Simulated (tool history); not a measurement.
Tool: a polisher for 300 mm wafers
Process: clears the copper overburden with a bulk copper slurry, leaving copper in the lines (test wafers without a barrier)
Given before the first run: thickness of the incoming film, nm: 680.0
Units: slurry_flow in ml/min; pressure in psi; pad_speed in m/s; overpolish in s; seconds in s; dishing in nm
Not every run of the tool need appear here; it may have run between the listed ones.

run 1 hour=0 | slurry_flow=275 pressure=2.5 pad_speed=0.9 slurry_solids=1 overpolish=15 | seconds=99.308 dishing=66.881
run 2 hour=1.5 | slurry_flow=275 pressure=2.5 pad_speed=0.9 slurry_solids=0.9 overpolish=15 | seconds=103.23 dishing=66.949
run 3 hour=6.6 | slurry_flow=275 pressure=2.8 pad_speed=0.9 slurry_solids=0.9 overpolish=15 | seconds=90.82 dishing=70.264
run 4 hour=15.6 | slurry_flow=275 pressure=2.8 pad_speed=0.7 slurry_solids=0.9 overpolish=15 | seconds=108.33 dishing=64.744
run 5 hour=23.9 | slurry_flow=275 pressure=2.8 pad_speed=0.7 slurry_solids=1.1 overpolish=15 | seconds=102.51 dishing=68.466
run 6 hour=29.3 | slurry_flow=275 pressure=2.5 pad_speed=0.7 slurry_solids=1.1 overpolish=15 | seconds=115.18 dishing=58.912
run 7 hour=31.8 | slurry_flow=270 pressure=2.2 pad_speed=0.68 slurry_solids=1.05 overpolish=19 | seconds=133.82 dishing=61.559

The next listed run, before its measurement:
run 8 hour=36.4 | slurry_flow=270 pressure=2 pad_speed=0.66 slurry_solids=1.05 overpolish=21 | seconds=? dishing=?

Run 8 measured seconds 152.7 s, dishing 62.154 nm.
